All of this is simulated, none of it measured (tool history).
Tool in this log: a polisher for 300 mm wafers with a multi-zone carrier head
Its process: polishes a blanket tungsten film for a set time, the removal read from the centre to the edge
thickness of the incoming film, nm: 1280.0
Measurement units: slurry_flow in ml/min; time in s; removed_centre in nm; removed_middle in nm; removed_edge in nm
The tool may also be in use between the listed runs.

run,hour,slurry_flow,centre_zone,middle_zone,edge_zone,slurry_solids,time,removed_centre,removed_middle,removed_edge
1,0.0,255,1.00,1.00,1.00,1.00,67,476.56,486.30,475.37
2,4.1,265,1.04,1.01,1.03,1.10,67,520.08,515.16,505.59
3,8.8,265,0.98,1.01,1.03,1.10,67,508.83,512.00,499.27
4,11.6,310,0.98,1.01,1.03,1.10,67,492.49,521.67,503.12
5,13.0,290,1.02,1.02,1.05,1.15,67,524.63,520.48,513.88
6,15.4,290,1.02,1.02,1.05,1.15,80,640.07,614.97,614.85

What will run 7 give?
7,21.3,280,1.04,1.01,1.04,1.15,80,?,?,?

{"run 7": {"removed_centre": 657.06, "removed_middle": 628.73, "removed_edge": 610.99}}
